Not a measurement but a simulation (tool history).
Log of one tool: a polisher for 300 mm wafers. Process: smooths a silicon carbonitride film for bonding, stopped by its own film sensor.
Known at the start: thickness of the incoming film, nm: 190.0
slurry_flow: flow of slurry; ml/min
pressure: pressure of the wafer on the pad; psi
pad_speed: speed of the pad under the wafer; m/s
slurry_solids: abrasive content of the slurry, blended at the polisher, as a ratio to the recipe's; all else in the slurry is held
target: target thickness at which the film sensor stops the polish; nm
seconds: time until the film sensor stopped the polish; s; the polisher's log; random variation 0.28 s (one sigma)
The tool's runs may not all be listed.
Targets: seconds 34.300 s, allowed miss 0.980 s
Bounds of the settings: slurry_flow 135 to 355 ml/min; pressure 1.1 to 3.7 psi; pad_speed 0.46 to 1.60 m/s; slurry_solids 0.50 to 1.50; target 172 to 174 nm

run 1 day=0.000 | slurry_flow=225 pressure=2.4 pad_speed=1.02 slurry_solids=1.00 target=172 | seconds=46.727
run 2 day=0.308 | slurry_flow=230 pressure=2.5 pad_speed=1.02 slurry_solids=1.00 target=172 | seconds=45.690
run 3 day=0.558 | slurry_flow=230 pressure=2.5 pad_speed=1.12 slurry_solids=1.00 target=172 | seconds=41.957
run 4 day=0.650 | slurry_flow=230 pressure=2.5 pad_speed=1.12 slurry_solids=1.00 target=172 | seconds=41.820
run 5 day=0.817 | slurry_flow=260 pressure=2.5 pad_speed=1.12 slurry_solids=1.00 target=172 | seconds=40.912
run 6 day=1.167 | slurry_flow=260 pressure=2.5 pad_speed=1.12 slurry_solids=1.00 target=174 | seconds=37.084
run 7 day=1.308 | slurry_flow=265 pressure=2.5 pad_speed=1.12 slurry_solids=1.00 target=174 | seconds=36.542
run 8 day=1.517 | slurry_flow=270 pressure=2.5 pad_speed=1.12 slurry_solids=1.00 target=174 | seconds=36.679
run 9 day=1.829 | slurry_flow=275 pressure=2.5 pad_speed=1.12 slurry_solids=1.00 target=174 | seconds=36.507

5 next moves are on the table. One of them brings every result within its allowed miss. Which?
run A day=2.142 | slurry_flow=215 pressure=2.6 pad_speed=1.18 slurry_solids=0.90 target=173 | seconds=?
run B day=2.142 | slurry_flow=295 pressure=2.8 pad_speed=1.22 slurry_solids=1.00 target=173 | seconds=?
run C day=2.142 | slurry_flow=170 pressure=2.9 pad_speed=1.24 slurry_solids=1.10 target=172 | seconds=?
run D day=2.142 | slurry_flow=280 pressure=3.0 pad_speed=1.14 slurry_solids=0.90 target=174 | seconds=?
run E day=2.142 | slurry_flow=275 pressure=2.7 pad_speed=1.14 slurry_solids=1.05 target=172 | seconds=?

move=A seconds=38.484
move=B seconds=32.636
move=C seconds=34.461
move=D seconds=31.695
move=E seconds=37.368
A: further off than the last run
B: takes the result that was furthest off past its target
C: meets every target
D: takes the result that was furthest off past its target
E: further off than the last run
Answer: C
